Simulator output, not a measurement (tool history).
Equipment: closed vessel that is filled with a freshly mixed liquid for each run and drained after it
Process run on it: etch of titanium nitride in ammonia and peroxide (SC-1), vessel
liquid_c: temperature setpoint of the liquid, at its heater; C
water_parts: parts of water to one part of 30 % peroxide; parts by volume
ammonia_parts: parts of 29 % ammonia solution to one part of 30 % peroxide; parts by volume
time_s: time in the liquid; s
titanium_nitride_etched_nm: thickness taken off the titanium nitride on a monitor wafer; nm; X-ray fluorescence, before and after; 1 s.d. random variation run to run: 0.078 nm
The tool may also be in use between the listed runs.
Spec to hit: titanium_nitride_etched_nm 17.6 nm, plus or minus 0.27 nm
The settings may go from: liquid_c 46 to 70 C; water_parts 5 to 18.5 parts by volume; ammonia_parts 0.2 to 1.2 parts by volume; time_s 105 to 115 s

Run 1, hour 0: liquid_c 62 C, water_parts 10.5 parts by volume, ammonia_parts 0.85 parts by volume, time_s 105 s. Result: titanium_nitride_etched_nm 25.109 nm.
Run 2, hour 1: liquid_c 61 C, water_parts 10.5 parts by volume, ammonia_parts 0.85 parts by volume, time_s 105 s. Result: titanium_nitride_etched_nm 23.49 nm.
Run 3, hour 7.3: liquid_c 61 C, water_parts 10.5 parts by volume, ammonia_parts 0.85 parts by volume, time_s 115 s. Result: titanium_nitride_etched_nm 25.813 nm.
Run 4, hour 9.3: liquid_c 56.5 C, water_parts 10.5 parts by volume, ammonia_parts 0.85 parts by volume, time_s 115 s. Result: titanium_nitride_etched_nm 19.015 nm.
Run 5, hour 16.4: liquid_c 62.5 C, water_parts 10.5 parts by volume, ammonia_parts 0.85 parts by volume, time_s 115 s. Result: titanium_nitride_etched_nm 28.279 nm.
Run 6, hour 25.1: liquid_c 61 C, water_parts 10.5 parts by volume, ammonia_parts 0.85 parts by volume, time_s 115 s. Result: titanium_nitride_etched_nm 25.624 nm.
Run 7, hour 34.3: liquid_c 60 C, water_parts 10.5 parts by volume, ammonia_parts 0.85 parts by volume, time_s 115 s. Result: titanium_nitride_etched_nm 24.018 nm.
Run 8, hour 43.6: liquid_c 59 C, water_parts 10.5 parts by volume, ammonia_parts 0.85 parts by volume, time_s 115 s. Result: titanium_nitride_etched_nm 22.56 nm.
Run 9, hour 46.6: liquid_c 54.5 C, water_parts 10.5 parts by volume, ammonia_parts 0.85 parts by volume, time_s 115 s. Result: titanium_nitride_etched_nm 16.708 nm.
Run 10, hour 54.4: liquid_c 55 C, water_parts 10.5 parts by volume, ammonia_parts 0.85 parts by volume, time_s 115 s. Result: titanium_nitride_etched_nm 17.318 nm.

Next run, 4 choices. One meets every target within its allowed miss, the rest don't. Which?
Run A, hour 62.2: liquid_c 54 C, water_parts 9.5 parts by volume, ammonia_parts 0.9 parts by volume, time_s 115 s. Result: titanium_nitride_etched_nm ?.
Run B, hour 62.2: liquid_c 56 C, water_parts 11 parts by volume, ammonia_parts 0.75 parts by volume, time_s 110 s. Result: titanium_nitride_etched_nm ?.
Run C, hour 62.2: liquid_c 54.5 C, water_parts 8 parts by volume, ammonia_parts 0.85 parts by volume, time_s 105 s. Result: titanium_nitride_etched_nm ?.
Run D, hour 62.2: liquid_c 56 C, water_parts 12.5 parts by volume, ammonia_parts 0.9 parts by volume, time_s 115 s. Result: titanium_nitride_etched_nm ?.

move  titanium_nitride_etched_nm
   A                      17.177
   B                      16.956
   C                       17.51
   D                      17.091
A: the biggest miss grows against the last run
B: the biggest miss grows against the last run
C: every result within its allowed miss
D: the biggest miss grows against the last run
The move that meets every target is C.
